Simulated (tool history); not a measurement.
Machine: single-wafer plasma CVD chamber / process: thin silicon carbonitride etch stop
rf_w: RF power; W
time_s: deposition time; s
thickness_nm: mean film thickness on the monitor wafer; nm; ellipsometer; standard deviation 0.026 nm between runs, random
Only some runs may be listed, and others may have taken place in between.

run,day,rf_w,time_s,thickness_nm
1,0,160,7.22,3.5834
2,0.267,160,6.75,3.3407
3,0.446,170,6.75,3.4016
4,0.771,175,7.09,3.5532
5,1.038,175,6.51,3.3032
6,1.338,175,6.05,3.0468
7,1.679,180,6.53,3.3054
8,1.733,180,6.95,3.5223
9,1.829,180,7.28,3.707
10,1.896,185,7.54,3.8142
11,1.933,185,7.8,3.967
12,1.962,185,8,4.1044
13,2.262,185,8.15,4.1512
14,2.371,185,8.29,4.2693
15,2.467,185,8.39,4.2355
16,2.654,185,8.5,4.3237
17,2.75,185,8.58,4.335

Predict the results of run 18:
18,3.067,190,8.65,?

{"run 18": {"thickness_nm": 4.3954}}
